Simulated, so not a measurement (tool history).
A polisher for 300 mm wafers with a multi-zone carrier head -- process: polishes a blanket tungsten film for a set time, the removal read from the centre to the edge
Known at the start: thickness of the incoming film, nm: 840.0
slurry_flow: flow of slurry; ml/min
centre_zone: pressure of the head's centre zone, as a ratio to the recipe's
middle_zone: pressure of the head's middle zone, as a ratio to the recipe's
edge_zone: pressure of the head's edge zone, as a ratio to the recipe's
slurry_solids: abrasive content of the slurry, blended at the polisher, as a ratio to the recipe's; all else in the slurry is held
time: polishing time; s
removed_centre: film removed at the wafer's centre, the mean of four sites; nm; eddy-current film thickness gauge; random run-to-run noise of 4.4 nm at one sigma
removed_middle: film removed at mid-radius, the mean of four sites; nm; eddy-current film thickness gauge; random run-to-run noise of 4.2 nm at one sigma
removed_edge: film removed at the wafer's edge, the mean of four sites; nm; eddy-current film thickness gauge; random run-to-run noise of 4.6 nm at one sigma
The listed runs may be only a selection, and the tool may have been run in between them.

run    day  slurry_flow  centre_zone  middle_zone  edge_zone  slurry_solids  time  removed_centre  removed_middle  removed_edge
  1      0          300            1            1          1              1    78          350.05          329.42         327.9
  2  0.288          300            1            1          1            0.9    78          335.86          322.23        317.42
  3  0.633          300            1         0.91          1            0.9    78          339.07          301.52        317.79
  4  0.696          315         1.04         0.98       0.98           1.05    80          374.57          344.54        344.79
  5  0.758          315         1.01         0.98       0.98           1.05    80          362.18          341.24        338.95
  6  1.067          315         0.97         0.98       0.98           1.05    80          348.85          342.78         347.6

What will run 7 give?
  7  1.138          365         1.07         1.08       1.05            1.3    87               ?               ?             ?

For run 7 the tool returned removed_centre 440.38 nm, removed_middle 429.19 nm, removed_edge 405.89 nm.
